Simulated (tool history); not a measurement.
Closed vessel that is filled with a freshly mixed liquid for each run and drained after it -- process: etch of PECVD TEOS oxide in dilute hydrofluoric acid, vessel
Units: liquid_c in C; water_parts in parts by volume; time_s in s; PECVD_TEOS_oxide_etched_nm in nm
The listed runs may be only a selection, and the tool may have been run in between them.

run	hour	liquid_c	water_parts	time_s	PECVD_TEOS_oxide_etched_nm
1	0.0	21.0	60	30	10.014
2	6.0	21.0	60	30	10.177
3	8.2	21.0	60	30	10.097
4	12.2	22.0	60	30	10.617
5	19.1	22.5	60	30	10.708
6	28.4	23.0	60	30	10.937
# hour 29.5: thermometer replaced
7	29.5	23.5	60	30	10.418

What does the tool deliver on the next run?
8	35.7	24.0	50	30	?

{"run 8": {"PECVD_TEOS_oxide_etched_nm": 12.883}}
